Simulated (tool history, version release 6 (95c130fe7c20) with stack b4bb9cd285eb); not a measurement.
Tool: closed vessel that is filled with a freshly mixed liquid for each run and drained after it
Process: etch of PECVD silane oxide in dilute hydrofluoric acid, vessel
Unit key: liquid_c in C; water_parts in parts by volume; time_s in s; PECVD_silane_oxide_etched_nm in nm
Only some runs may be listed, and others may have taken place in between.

run	hour	liquid_c	water_parts	time_s	PECVD_silane_oxide_etched_nm
1	0.0	24.0	170	95	26.035
2	7.6	24.0	195	95	21.898
3	14.0	21.0	195	95	19.469
4	19.1	21.0	150	95	26.609
5	26.4	23.5	150	95	29.401
6	35.4	23.5	180	95	23.703
7	41.4	26.0	175	95	27.012

Estimate the outcome of run 8 from the log above:
8	42.4	27.5	170	95	?

{"run 8": {"PECVD_silane_oxide_etched_nm": 29.656}}
